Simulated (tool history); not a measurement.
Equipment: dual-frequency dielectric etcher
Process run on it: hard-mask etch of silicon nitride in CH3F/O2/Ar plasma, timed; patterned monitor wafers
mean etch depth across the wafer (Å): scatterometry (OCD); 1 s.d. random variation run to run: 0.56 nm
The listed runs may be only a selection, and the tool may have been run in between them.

run,hour,source power (kW),bias power (kW),etch time (s),mean etch depth across the wafer (Å)
1,0.0,0.510,0.083,175.5,1600.3
2,3.2,0.450,0.078,175.5,1457.5
3,5.6,0.420,0.078,175.5,1394.9
4,12.6,0.420,0.093,175.5,1501.7
5,20.7,0.390,0.091,175.5,1412.7
6,27.3,0.370,0.091,175.5,1369.5
7,28.4,0.360,0.091,175.5,1332.3

Run 8, settings as shown, results not yet in. Your forecast:
8,31.6,0.350,0.091,175.5,?

Run 8 came out at mean etch depth across the wafer (Å) 1317.7.
